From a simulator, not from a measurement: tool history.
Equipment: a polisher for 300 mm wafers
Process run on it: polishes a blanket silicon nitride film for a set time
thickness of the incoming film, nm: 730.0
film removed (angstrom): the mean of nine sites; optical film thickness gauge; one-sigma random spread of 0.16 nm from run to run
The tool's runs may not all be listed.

run	hour	flow of slurry (ml/min)	pressure of the wafer on the pad (psi)	speed of the pad under the wafer (cm/s)	polishing time (s)	film removed (angstrom)
1	0	230	2.5	96	27	338.94
2	3.2	225	2.2	96	27	310.89
3	11.6	225	2.2	96	24	275.78
4	15.5	220	2	96	24	254.74
5	19.8	215	1.9	96	24	246.78
6	22.1	215	1.9	78	24	208.75
7	23.8	225	2	78	24	217.26
8	32.5	230	2	78	24	217

What does the tool deliver on the next run?
# hour 36.5: worn pad replaced by a new one
9	36.5	230	2.1	78	24	?

film removed (angstrom): 246.49

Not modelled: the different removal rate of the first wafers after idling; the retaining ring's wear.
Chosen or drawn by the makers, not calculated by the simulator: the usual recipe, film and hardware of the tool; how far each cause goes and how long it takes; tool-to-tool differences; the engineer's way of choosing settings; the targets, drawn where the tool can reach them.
